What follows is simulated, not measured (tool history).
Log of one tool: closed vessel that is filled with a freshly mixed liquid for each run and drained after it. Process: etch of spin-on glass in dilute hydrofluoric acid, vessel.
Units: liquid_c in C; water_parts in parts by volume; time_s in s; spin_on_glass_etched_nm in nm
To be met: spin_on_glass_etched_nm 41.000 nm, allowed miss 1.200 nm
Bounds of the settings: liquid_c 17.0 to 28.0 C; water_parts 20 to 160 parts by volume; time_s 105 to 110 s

| run | hour | liquid_c | water_parts | time_s | spin_on_glass_etched_nm |
|---|---|---|---|---|---|
| 1 | 0.0 | 20.0 | 90 | 105 | 50.403 |
| 2 | 3.5 | 23.5 | 90 | 105 | 58.124 |
| 3 | 5.3 | 22.0 | 90 | 105 | 54.317 |
| 4 | 8.9 | 21.0 | 90 | 105 | 52.136 |
| 5 | 15.9 | 20.0 | 90 | 105 | 49.675 |
| 6 | 20.4 | 19.5 | 90 | 105 | 49.031 |
| 7 | 26.5 | 19.0 | 90 | 105 | 48.504 |
| 8 | 27.1 | 18.5 | 90 | 105 | 47.444 |
|  | 32.2 | hydrofluoric acid flow meter replaced |
| 9 | 32.2 | 18.0 | 90 | 105 | 43.080 |

4 next moves are on the table. One of them brings every result within its allowed miss. Which?
| A | 37.3 | 19.0 | 95 | 110 | ? |
| B | 37.3 | 19.5 | 90 | 105 | ? |
| C | 37.3 | 17.5 | 85 | 110 | ? |
| D | 37.3 | 17.5 | 95 | 110 | ? |

| move | spin_on_glass_etched_nm |
|---|---|
| A | 44.125 |
| B | 45.645 |
| C | 46.813 |
| D | 41.440 |
A: further off than the last run
B: further off than the last run
C: further off than the last run
D: meets every target
Move D is the one to make.
